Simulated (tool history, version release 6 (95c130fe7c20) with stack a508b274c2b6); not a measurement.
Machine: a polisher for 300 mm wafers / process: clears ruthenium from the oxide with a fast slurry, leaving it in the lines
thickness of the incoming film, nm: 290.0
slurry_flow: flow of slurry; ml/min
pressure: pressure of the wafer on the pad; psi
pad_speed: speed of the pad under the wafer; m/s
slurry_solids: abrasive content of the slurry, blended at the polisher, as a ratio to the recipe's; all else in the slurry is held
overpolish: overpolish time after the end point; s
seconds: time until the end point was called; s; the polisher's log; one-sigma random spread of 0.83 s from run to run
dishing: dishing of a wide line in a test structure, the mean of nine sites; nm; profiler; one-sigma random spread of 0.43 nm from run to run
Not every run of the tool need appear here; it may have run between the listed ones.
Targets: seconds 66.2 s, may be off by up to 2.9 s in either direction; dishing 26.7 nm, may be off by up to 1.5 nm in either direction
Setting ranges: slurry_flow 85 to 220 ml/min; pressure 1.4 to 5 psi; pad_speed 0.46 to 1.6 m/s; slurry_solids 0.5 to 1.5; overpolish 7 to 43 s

run,hour,slurry_flow,pressure,pad_speed,slurry_solids,overpolish,seconds,dishing
1,0,140,3.2,1.02,1,22,68.71,37.928
2,4.5,140,3.2,1.02,1,19,68.315,35.438
3,9.9,140,3.2,1.02,1,15,68.498,32.245
4,18.4,140,3.2,0.88,1,15,77.901,29.014
5,20.6,140,2.8,0.88,1,15,87.254,27.203
6,24.2,140,2.8,1.08,1,15,71.102,31.989
# hour 33.1: slurry blender recalibrated
7,33.1,145,2.8,1.06,1.05,13,60.658,31.744
8,35.7,145,2.8,1.06,1.05,13,59.619,31.171
9,38.6,135,2.4,1.06,1.05,7,65.929,19.321

5 candidate next runs follow, results not yet known. Just one meets every target within its allowed miss. Identify it.
A,41.5,160,2.8,0.98,1,11,?,?
B,41.5,140,2.4,1.12,1.05,14,?,?
C,41.5,115,1.8,1.24,1.2,18,?,?
D,41.5,160,2.9,1.02,0.95,15,?,?
E,41.5,120,1.7,1.32,1.15,13,?,?

move,seconds,dishing
A,65.875,26.212
B,64.049,30.685
C,67.718,33.853
D,63.057,32.073
E,66.138,28.92
A: meets every target
B: moves the result that the last run missed by most past its target, out the other side
C: moves the result that the last run missed by most past its target, out the other side
D: moves the result that the last run missed by most past its target, out the other side
E: moves the result that the last run missed by most past its target, out the other side
The right move is A.
